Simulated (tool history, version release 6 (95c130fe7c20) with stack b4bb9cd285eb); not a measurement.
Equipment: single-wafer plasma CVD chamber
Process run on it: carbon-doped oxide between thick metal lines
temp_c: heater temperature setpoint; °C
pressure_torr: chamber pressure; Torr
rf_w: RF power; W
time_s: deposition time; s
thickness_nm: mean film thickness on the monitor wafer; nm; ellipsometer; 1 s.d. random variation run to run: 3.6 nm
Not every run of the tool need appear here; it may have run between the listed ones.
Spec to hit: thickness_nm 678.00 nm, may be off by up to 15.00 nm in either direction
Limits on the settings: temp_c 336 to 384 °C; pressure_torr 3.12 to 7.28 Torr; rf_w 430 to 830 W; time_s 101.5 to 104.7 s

run  hour  temp_c  pressure_torr  rf_w  time_s  thickness_nm
  1   0.0     360           5.20   630   101.5        574.49
  2   2.0     359           5.46   660   101.8        594.44
  3   5.7     359           5.46   660   104.7        614.41
  4  12.1     359           5.46   660   101.5        594.53
     18.4  -- RF generator calibrated
  5  18.4     353           5.46   660   101.5        630.60
  6  22.0     353           6.36   660   101.5        640.80
  7  28.1     351           6.40   660   101.5        645.82
  8  35.4     350           6.44   660   101.5        645.65

4 next moves are on the table. One of them brings every result within its allowed miss. Which?
  A  42.7     352           6.40   680   104.7             ?
  B  42.7     354           6.84   605   103.8             ?
  C  42.7     344           6.49   645   101.5             ?
  D  42.7     347           5.20   620   101.5             ?

move  thickness_nm
   A        674.58
   B        628.89
   C        653.01
   D        615.88
A: meets every target
B: misses by more than the last run did
C: better than the last run, though not everything is in spec
D: misses by more than the last run did
The move that meets every target is A.

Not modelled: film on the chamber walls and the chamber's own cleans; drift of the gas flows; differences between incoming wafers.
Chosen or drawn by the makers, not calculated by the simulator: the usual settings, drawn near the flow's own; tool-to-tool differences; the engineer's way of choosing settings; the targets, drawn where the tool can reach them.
